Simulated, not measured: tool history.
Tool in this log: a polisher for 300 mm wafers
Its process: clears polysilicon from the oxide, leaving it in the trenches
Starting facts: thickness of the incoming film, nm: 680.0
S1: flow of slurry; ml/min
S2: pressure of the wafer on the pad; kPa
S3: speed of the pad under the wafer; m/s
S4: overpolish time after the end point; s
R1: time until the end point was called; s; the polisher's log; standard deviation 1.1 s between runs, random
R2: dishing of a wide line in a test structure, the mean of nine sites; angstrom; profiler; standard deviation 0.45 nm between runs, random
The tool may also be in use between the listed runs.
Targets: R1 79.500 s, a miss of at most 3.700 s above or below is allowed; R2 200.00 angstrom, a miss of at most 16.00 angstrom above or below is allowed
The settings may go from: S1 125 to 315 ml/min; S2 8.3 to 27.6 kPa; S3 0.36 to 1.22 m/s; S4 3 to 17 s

run	hour	S1	S2	S3	S4	R1	R2
1	0.0	205	17.9	0.78	9	54.703	442.46
2	7.0	205	17.9	0.64	9	65.665	408.69
3	12.5	205	17.9	0.48	9	84.484	369.61
4	17.9	240	17.9	0.48	9	83.639	373.51
5	21.9	260	17.9	0.48	9	85.135	379.81
6	28.6	260	20.0	0.48	9	74.999	375.42
7	37.0	240	20.0	0.46	8	78.597	344.60
8	41.7	220	20.7	0.44	7	82.736	340.45
9	47.4	205	21.4	0.42	6	85.070	322.89
10	50.0	150	26.2	0.36	3	85.727	190.79
11	57.9	155	26.2	0.36	3	83.305	196.82

Which one of the following 4 next-run settings gets every result inside its allowed miss? There is exactly one.
A	65.8	155	27.6	0.40	3	?	?
B	65.8	175	24.8	0.36	4	?	?
C	65.8	135	25.5	0.36	3	?	?
D	65.8	140	27.6	0.36	3	?	?

move	R1	R2
A	71.388	211.59
B	85.536	228.41
C	86.141	183.76
D	79.838	194.73
A: moves the result that the last run missed by most past its target, out the other side
B: its largest miss is bigger than the last run's
C: its largest miss is bigger than the last run's
D: all results in spec
Go with D: it meets all targets.
